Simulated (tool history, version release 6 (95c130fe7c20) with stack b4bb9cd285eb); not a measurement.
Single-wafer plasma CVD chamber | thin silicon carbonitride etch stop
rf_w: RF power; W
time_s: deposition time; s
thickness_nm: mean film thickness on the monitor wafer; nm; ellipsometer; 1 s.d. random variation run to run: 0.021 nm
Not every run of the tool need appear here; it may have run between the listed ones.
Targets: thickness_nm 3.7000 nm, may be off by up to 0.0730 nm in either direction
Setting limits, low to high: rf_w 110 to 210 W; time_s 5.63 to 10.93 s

Run 1, hour 0.0: rf_w 160 W, time_s 8.28 s. Result: thickness_nm 4.6618 nm.
Run 2, hour 7.9: rf_w 160 W, time_s 7.87 s. Result: thickness_nm 4.4569 nm.
Run 3, hour 10.4: rf_w 160 W, time_s 8.34 s. Result: thickness_nm 4.7405 nm.
Run 4, hour 16.7: rf_w 140 W, time_s 8.34 s. Result: thickness_nm 4.4806 nm.
Run 5, hour 18.5: rf_w 140 W, time_s 9.23 s. Result: thickness_nm 4.9627 nm.
Run 6, hour 22.2: rf_w 140 W, time_s 8.05 s. Result: thickness_nm 4.3486 nm.
Run 7, hour 29.6: rf_w 115 W, time_s 6.75 s. Result: thickness_nm 3.3745 nm.
Run 8, hour 33.6: rf_w 125 W, time_s 6.79 s. Result: thickness_nm 3.5281 nm.

5 candidate next runs follow, results not yet known. Just one meets every target within its allowed miss. Identify it.
Run A, hour 37.6: rf_w 135 W, time_s 7.35 s. Result: thickness_nm ?.
Run B, hour 37.6: rf_w 135 W, time_s 6.95 s. Result: thickness_nm ?.
Run C, hour 37.6: rf_w 110 W, time_s 7.02 s. Result: thickness_nm ?.
Run D, hour 37.6: rf_w 120 W, time_s 6.56 s. Result: thickness_nm ?.
Run E, hour 37.6: rf_w 135 W, time_s 6.35 s. Result: thickness_nm ?.

move  thickness_nm
   A        3.9355
   B        3.7213
   C        3.4882
   D        3.3661
   E        3.4000
A: pushes the last run's worst result past its target
B: meets every target
C: moves away from the targets compared with the last run
D: moves away from the targets compared with the last run
E: moves away from the targets compared with the last run
Move B is the one to make.
